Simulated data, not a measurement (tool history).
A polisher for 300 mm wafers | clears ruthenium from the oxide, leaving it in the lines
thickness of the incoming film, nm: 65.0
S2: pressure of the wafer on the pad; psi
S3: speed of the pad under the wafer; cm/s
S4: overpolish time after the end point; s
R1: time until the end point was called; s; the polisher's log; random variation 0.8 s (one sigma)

Run 1, hour 0: flow of slurry (ml/min) 240, S2 1.4 psi, S3 82 cm/s, S4 14 s. Result: R1 110.2 s.
Run 2, hour 0.6: flow of slurry (ml/min) 240, S2 1.5 psi, S3 82 cm/s, S4 14 s. Result: R1 103.13 s.
Run 3, hour 2.1: flow of slurry (ml/min) 240, S2 1.7 psi, S3 82 cm/s, S4 14 s. Result: R1 89.576 s.
Run 4, hour 8.7: flow of slurry (ml/min) 240, S2 1.5 psi, S3 82 cm/s, S4 14 s. Result: R1 103.13 s.
Run 5, hour 12.9: flow of slurry (ml/min) 200, S2 1.5 psi, S3 82 cm/s, S4 14 s. Result: R1 102.65 s.
Run 6, hour 15: flow of slurry (ml/min) 230, S2 1.5 psi, S3 82 cm/s, S4 14 s. Result: R1 106.17 s.
Run 7, hour 23.2: flow of slurry (ml/min) 230, S2 1.7 psi, S3 84 cm/s, S4 14 s. Result: R1 89.408 s.

The next listed run, before its measurement:
Run 8, hour 31.2: flow of slurry (ml/min) 230, S2 1.8 psi, S3 86 cm/s, S4 14 s. Result: R1 ?.

{"run 8": {"R1": 83.431}}
